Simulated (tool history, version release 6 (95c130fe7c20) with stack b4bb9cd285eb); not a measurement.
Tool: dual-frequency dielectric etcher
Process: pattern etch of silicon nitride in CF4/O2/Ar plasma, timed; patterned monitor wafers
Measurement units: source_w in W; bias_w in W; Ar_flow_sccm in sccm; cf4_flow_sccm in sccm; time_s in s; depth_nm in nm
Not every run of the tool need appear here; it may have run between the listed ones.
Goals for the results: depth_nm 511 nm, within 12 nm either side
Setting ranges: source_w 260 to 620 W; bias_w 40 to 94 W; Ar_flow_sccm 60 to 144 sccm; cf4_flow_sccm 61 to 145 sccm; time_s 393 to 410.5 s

run,hour,source_w,bias_w,Ar_flow_sccm,cf4_flow_sccm,time_s,depth_nm
1,0,440,67,102,103,393,791.78
2,2.2,370,67,102,103,393,658.62
3,3.2,360,67,102,103,393,639
4,11.6,350,67,102,103,393,618.22
5,16.7,350,67,102,103,410.5,645.57
6,19.3,350,67,102,116,410.5,655.98
7,20.1,340,67,102,116,410.5,631.71
8,24.4,330,67,102,116,410.5,610.57
9,29.7,260,62,104,114,409.5,447.63
10,38.1,280,62,104,114,409.5,490.48

Of the 5 settings listed for the next run, only one would bring every result within its allowed miss of target. Which one?
A,46.5,300,54,86,99,410.5,?
B,46.5,280,65,106,100,393,?
C,46.5,290,58,143,96,409.5,?
D,46.5,290,59,107,116,402.5,?
E,46.5,290,53,104,121,402.5,?

move,depth_nm
A,511.97
B,472.22
C,476.52
D,494.1
E,480.35
A: every result lands within tolerance
B: moves away from the targets compared with the last run
C: moves away from the targets compared with the last run
D: better than the last run, though not everything is in spec
E: moves away from the targets compared with the last run
Answer: A
